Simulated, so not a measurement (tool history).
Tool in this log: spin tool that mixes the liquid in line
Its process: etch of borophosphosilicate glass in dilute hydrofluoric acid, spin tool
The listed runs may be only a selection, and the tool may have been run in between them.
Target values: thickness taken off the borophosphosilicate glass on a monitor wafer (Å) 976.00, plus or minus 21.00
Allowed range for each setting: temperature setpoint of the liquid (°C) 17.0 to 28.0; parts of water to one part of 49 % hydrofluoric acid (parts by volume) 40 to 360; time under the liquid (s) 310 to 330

run	hour	temperature setpoint of the liquid (°C)	parts of water to one part of 49 % hydrofluoric acid (parts by volume)	time under the liquid (s)	thickness taken off the borophosphosilicate glass on a monitor wafer (Å)
1	0.0	20.0	200	310	316.23
2	3.4	22.0	165	310	419.36
3	12.2	23.5	140	310	545.73
4	14.5	24.5	125	310	644.81
5	21.1	24.5	125	330	688.22
6	22.1	21.5	125	330	601.86
7	24.1	23.0	120	330	678.41
8	27.9	24.0	115	330	740.83
9	30.8	25.0	110	330	810.06
10	31.9	25.5	110	330	827.49
11	33.9	26.0	110	330	835.87
12	38.3	28.0	95	330	1081.90

5 next moves are on the table. One of them brings every result within its allowed miss. Which?
A	42.7	28.0	90	330	?
B	42.7	27.0	100	315	?
C	42.7	28.0	105	320	?
D	42.7	28.0	90	315	?
E	42.7	28.0	100	320	?

move	thickness taken off the borophosphosilicate glass on a monitor wafer (Å)
A	1151.40
B	939.08
C	937.77
D	1099.10
E	991.30
A: further off than the last run
B: moves the result that the last run missed by most past its target, out the other side
C: moves the result that the last run missed by most past its target, out the other side
D: further off than the last run
E: hits every target within its allowed miss
The right move is E.
